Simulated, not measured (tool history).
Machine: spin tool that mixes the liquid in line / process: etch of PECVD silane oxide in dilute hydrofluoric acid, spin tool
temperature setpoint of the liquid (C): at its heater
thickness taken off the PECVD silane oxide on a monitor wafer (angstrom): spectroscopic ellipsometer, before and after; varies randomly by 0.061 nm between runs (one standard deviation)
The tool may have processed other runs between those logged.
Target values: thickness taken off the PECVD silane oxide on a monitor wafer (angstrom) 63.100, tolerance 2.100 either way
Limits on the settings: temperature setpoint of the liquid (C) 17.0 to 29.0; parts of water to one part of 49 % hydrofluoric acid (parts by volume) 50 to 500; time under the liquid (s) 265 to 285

run    day  temperature setpoint of the liquid (C)  parts of water to one part of 49 % hydrofluoric acid (parts by volume)  time under the liquid (s)  thickness taken off the PECVD silane oxide on a monitor wafer (angstrom)
  1  0.000                                    21.0                                                                     275                        265                                                                   122.290
  2  0.275                                    20.0                                                                     305                        265                                                                   103.620
  3  0.304                                    19.5                                                                     325                        265                                                                    95.079
  4  0.358                                    22.0                                                                     325                        265                                                                   101.510
  5  0.725                                    22.0                                                                     325                        265                                                                   103.460
  6  0.808                                    21.0                                                                     345                        265                                                                    92.457
  7  1.183                                    20.0                                                                     360                        265                                                                    85.276
  8  1.342                                    19.5                                                                     375                        265                                                                    79.645
     1.671  -- thermometer replaced
  9  1.671                                    19.0                                                                     385                        265                                                                    71.079
 10  1.792                                    18.5                                                                     390                        265                                                                    67.558
 11  1.862                                    18.0                                                                     390                        265                                                                    67.393
 12  1.946                                    17.5                                                                     395                        265                                                                    65.398

Exercise: of the 4 proposed moves below, exactly one satisfies all targets within the stated allowed misses. Which move is it?
  A  2.029                                    20.0                                                                     415                        275                                                                         ?
  B  2.029                                    21.0                                                                     440                        265                                                                         ?
  C  2.029                                    21.0                                                                     410                        265                                                                         ?
  D  2.029                                    17.0                                                                     390                        275                                                                         ?

move  thickness taken off the PECVD silane oxide on a monitor wafer (angstrom)
   A                                                                    68.950
   B                                                                    63.522
   C                                                                    69.884
   D                                                                    67.318
A: moves away from the targets compared with the last run
B: each result inside its tolerance
C: moves away from the targets compared with the last run
D: moves away from the targets compared with the last run
Move B is the one to make.
